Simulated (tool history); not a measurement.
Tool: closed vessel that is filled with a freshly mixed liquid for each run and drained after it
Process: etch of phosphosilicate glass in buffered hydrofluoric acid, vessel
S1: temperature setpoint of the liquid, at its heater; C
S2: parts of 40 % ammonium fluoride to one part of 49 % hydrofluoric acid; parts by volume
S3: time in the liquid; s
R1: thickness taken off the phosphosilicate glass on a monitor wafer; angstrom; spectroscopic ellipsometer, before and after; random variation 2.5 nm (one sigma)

run  hour    S1    S2   S3      R1
  1   0.0  23.0  18.5  105  1519.6
  2   5.2  26.0  18.5  105  1800.5
  3  11.4  28.0  18.5  105  1991.3
  4  19.4  27.0  18.5  105  1916.2
  5  24.4  27.0  18.5  105  1910.9
  6  26.7  27.0  22.0  105  1676.2
  7  33.1  28.0  19.5  105  1912.2
  8  39.5  28.5  17.5  105  2164.4

The next listed run, before its measurement:
  9  47.1  29.0  16.5  105   ?

R1: 2354.7 angstrom
